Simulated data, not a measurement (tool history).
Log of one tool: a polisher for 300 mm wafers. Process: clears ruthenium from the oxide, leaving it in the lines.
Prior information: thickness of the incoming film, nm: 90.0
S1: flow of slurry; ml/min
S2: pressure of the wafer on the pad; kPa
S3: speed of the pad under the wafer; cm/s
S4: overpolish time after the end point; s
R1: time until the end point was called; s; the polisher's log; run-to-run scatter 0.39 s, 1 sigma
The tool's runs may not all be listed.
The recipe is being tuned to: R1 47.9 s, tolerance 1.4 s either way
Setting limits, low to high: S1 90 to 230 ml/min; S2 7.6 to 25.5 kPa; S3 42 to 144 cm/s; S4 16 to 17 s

run  hour   S1    S2  S3  S4      R1
  1     0  150  16.5  92  16  81.057
  2   2.2  155  17.9  92  16  75.015
  3   8.5  155  18.6  92  16  71.622
  4  14.3  155  19.3  92  16  71.553
  5  22.6  155  19.3  72  16  88.423
  6  24.1  145  19.3  72  16  91.073
  7  27.4  185  23.4  88  16  60.156
  8  35.1  185  23.4  90  16  59.233
  9  42.3  185  23.4  92  16  57.954
 10  47.6  185  23.4  94  16  55.896
 11  48.8  185  24.8  96  16  53.123
 12  50.5  190  24.8  96  16  53.499

Next run, 5 choices. One meets every target within its allowed miss, the rest don't. Which?
  A  52.2  190  25.5  104  17   ?
  B  52.2  230  24.8   80  17   ?
  C  52.2  225  22.8   90  16   ?
  D  52.2  185  22.1   86  16   ?
  E  52.2  185  24.8   84  16   ?

move      R1
   A  48.015
   B  61.087
   C  58.688
   D  65.265
   E  60.742
A: every result lands within tolerance
B: the biggest miss grows against the last run
C: the biggest miss grows against the last run
D: the biggest miss grows against the last run
E: the biggest miss grows against the last run
The right move is A.

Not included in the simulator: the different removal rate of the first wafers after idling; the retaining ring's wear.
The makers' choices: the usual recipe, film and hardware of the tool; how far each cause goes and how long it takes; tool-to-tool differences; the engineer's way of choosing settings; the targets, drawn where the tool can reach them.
